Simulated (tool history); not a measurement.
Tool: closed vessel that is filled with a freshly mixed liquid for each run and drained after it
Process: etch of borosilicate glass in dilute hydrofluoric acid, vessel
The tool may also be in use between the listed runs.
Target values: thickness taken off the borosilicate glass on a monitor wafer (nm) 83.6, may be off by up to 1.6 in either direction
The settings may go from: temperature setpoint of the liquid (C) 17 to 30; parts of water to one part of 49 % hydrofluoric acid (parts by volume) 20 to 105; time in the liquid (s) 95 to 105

| run | hour | temperature setpoint of the liquid (C) | parts of water to one part of 49 % hydrofluoric acid (parts by volume) | time in the liquid (s) | thickness taken off the borosilicate glass on a monitor wafer (nm) |
|---|---|---|---|---|---|
| 1 | 0 | 22 | 55 | 95 | 60.402 |
| 2 | 4.6 | 23 | 55 | 95 | 62.611 |
| 3 | 11.2 | 24 | 55 | 95 | 65.975 |
| 4 | 12.1 | 24 | 65 | 95 | 55.09 |
| 5 | 15.9 | 25 | 65 | 95 | 57.192 |
| 6 | 20.9 | 25 | 65 | 105 | 63.129 |
| 7 | 21.8 | 25.5 | 65 | 105 | 64.638 |
| 8 | 26.5 | 26 | 65 | 105 | 65.922 |
| 9 | 27.9 | 26 | 65 | 105 | 65.824 |
| 10 | 32.3 | 26.5 | 65 | 105 | 67.432 |
| 11 | 40.3 | 27 | 65 | 105 | 68.426 |
|  | 43.8 | thermometer replaced |
| 12 | 43.8 | 27.5 | 65 | 105 | 76.441 |
| 13 | 48.3 | 27.5 | 65 | 105 | 75.963 |
| 14 | 53.6 | 28.5 | 65 | 105 | 79.227 |
| 15 | 55.7 | 29 | 65 | 105 | 80.938 |

4 candidate next runs follow, results not yet known. Just one meets every target within its allowed miss. Identify it.
| A | 57.8 | 24.5 | 55 | 105 | ? |
| B | 57.8 | 29.5 | 65 | 100 | ? |
| C | 57.8 | 29 | 60 | 95 | ? |
| D | 57.8 | 29 | 60 | 100 | ? |

| move | thickness taken off the borosilicate glass on a monitor wafer (nm) |
|---|---|
| A | 80.949 |
| B | 78.501 |
| C | 79.817 |
| D | 84.018 |
A: no nearer and no further than the last run
B: the biggest miss grows against the last run
C: the biggest miss grows against the last run
D: hits every target within its allowed miss
Move D is the one to make.
